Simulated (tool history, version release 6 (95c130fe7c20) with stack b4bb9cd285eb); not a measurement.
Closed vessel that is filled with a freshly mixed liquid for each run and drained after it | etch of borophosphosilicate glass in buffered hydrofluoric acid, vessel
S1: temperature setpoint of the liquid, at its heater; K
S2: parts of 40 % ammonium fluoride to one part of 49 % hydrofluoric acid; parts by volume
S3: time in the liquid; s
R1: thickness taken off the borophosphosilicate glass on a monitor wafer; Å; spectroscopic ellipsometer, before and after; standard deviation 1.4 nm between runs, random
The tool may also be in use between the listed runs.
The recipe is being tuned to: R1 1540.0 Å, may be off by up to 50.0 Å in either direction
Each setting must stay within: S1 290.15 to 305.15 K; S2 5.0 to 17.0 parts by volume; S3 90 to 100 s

{"run": 1, "hour": 0.0, "S1": 298.15, "S2": 10.5, "S3": 90, "R1": 1193.1}
{"run": 2, "hour": 5.5, "S1": 298.15, "S2": 10.5, "S3": 100, "R1": 1349.8}
{"run": 3, "hour": 9.2, "S1": 298.15, "S2": 10.5, "S3": 100, "R1": 1335.1}
{"run": 4, "hour": 13.6, "S1": 298.65, "S2": 10.5, "S3": 100, "R1": 1365.1}
{"run": 5, "hour": 18.6, "S1": 298.65, "S2": 12.5, "S3": 100, "R1": 1149.1}
{"run": 6, "hour": 27.1, "S1": 298.65, "S2": 12.5, "S3": 100, "R1": 1154.6}
{"run": 7, "hour": 29.3, "S1": 299.65, "S2": 12.5, "S3": 100, "R1": 1217.0}
{"run": 8, "hour": 32.4, "S1": 300.65, "S2": 12.5, "S3": 100, "R1": 1301.7}
{"run": 9, "hour": 34.1, "S1": 301.15, "S2": 12.5, "S3": 100, "R1": 1301.8}
{"run": 10, "hour": 35.5, "S1": 301.65, "S2": 12.5, "S3": 100, "R1": 1319.1}
{"run": 11, "hour": 41.8, "S1": 301.65, "S2": 12.5, "S3": 100, "R1": 1346.8}
{"run": 12, "hour": 43.4, "S1": 302.15, "S2": 12.5, "S3": 100, "R1": 1384.6}
{"run": 13, "hour": 47.2, "S1": 302.65, "S2": 12.5, "S3": 100, "R1": 1405.3}
{"run": 14, "hour": 53.4, "S1": 303.15, "S2": 12.5, "S3": 100, "R1": 1445.8}

Pick the move, out of 4, that brings all results within their allowed miss; only one does.
{"run": "A", "hour": 59.6, "S1": 303.65, "S2": 11.0, "S3": 90, "R1": "?"}
{"run": "B", "hour": 59.6, "S1": 301.65, "S2": 10.0, "S3": 100, "R1": "?"}
{"run": "C", "hour": 59.6, "S1": 305.15, "S2": 12.0, "S3": 100, "R1": "?"}
{"run": "D", "hour": 59.6, "S1": 303.15, "S2": 11.0, "S3": 100, "R1": "?"}

move=A R1=1515.4
move=B R1=1665.4
move=C R1=1670.8
move=D R1=1640.7
A: every result lands within tolerance
B: pushes the last run's worst result past its target
C: pushes the last run's worst result past its target
D: pushes the last run's worst result past its target
The right move is A.

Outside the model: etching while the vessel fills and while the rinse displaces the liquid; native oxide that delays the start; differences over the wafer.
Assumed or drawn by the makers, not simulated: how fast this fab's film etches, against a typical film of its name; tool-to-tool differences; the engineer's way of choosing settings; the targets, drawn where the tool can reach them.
